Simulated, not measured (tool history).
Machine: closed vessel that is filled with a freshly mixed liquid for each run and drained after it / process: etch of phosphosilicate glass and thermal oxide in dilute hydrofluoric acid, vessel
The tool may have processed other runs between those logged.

run,day,temperature setpoint of the liquid (°C),parts of water to one part of 49 % hydrofluoric acid (parts by volume),time in the liquid (s),thickness taken off the phosphosilicate glass on a monitor wafer (nm),thickness taken off the thermal oxide on a monitor wafer (nm)
1,0,23,115,60,41.768,2.4095
2,0.046,22,115,60,39.926,2.3549
3,0.342,21.5,115,60,39.899,2.2295
4,0.404,21.5,115,80,52.479,3.0183
5,0.542,21,120,80,49.255,2.732
6,0.733,21,140,80,40.984,2.3025
7,0.867,20.5,140,80,40.591,2.2436

Forecast run 8:
8,1.033,20.5,145,80,?,?

{"run 8": {"thickness taken off the phosphosilicate glass on a monitor wafer (nm)": 38.973, "thickness taken off the thermal oxide on a monitor wafer (nm)": 2.2375}}
